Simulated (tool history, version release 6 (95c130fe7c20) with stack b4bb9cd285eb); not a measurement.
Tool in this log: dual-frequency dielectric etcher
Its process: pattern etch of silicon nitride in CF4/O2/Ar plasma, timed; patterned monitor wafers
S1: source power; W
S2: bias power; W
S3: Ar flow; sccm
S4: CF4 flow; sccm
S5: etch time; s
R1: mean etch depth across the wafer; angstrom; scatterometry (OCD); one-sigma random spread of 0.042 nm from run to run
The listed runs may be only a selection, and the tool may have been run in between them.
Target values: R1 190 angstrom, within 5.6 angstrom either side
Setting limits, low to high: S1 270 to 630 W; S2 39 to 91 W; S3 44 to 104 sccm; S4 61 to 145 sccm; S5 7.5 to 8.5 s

run    day   S1  S2  S3   S4   S5      R1
  1      0  450  65  74  103  8.5  167.91
  2  0.117  390  65  74  103  8.5  144.56
  3  0.492  390  65  65  103  8.5  145.53
  4  0.633  390  65  65  103  7.5  128.73
  5  0.954  410  65  65  103  7.5  135.08
  6  1.254  410  65  58  103  7.5   136.4
  7    1.4  430  65  58  103  7.5  143.12
     1.596  -- wet clean of the chamber
  8  1.596  440  65  58  103  7.5  140.16
  9  1.658  460  66  58  103  7.5     148
 10  2.021  460  66  58  103  7.5  148.03
 11  2.071  470  66  58  103  7.5  151.73
 12  2.421  480  66  58  103  7.5  154.72
 13  2.692  490  66  58  103  7.5  158.31
 14  2.867  500  66  58  103  7.5   161.8
 15  3.208  510  66  58  103  7.5  164.25

Of the 4 settings listed for the next run, only one would bring every result within its allowed miss of target. Which one?
  A  3.55  560  63  55  113  8.5   ?
  B  3.55  500  76  60   80  8.5   ?
  C  3.55  580  64  73  118  8.5   ?
  D  3.55  580  61  66   85  8.5   ?

move      R1
   A  202.62
   B  191.24
   C  207.79
   D  201.48
A: moves the result that the last run missed by most past its target, out the other side
B: every result lands within tolerance
C: moves the result that the last run missed by most past its target, out the other side
D: moves the result that the last run missed by most past its target, out the other side
Correct choice: B, which meets every target

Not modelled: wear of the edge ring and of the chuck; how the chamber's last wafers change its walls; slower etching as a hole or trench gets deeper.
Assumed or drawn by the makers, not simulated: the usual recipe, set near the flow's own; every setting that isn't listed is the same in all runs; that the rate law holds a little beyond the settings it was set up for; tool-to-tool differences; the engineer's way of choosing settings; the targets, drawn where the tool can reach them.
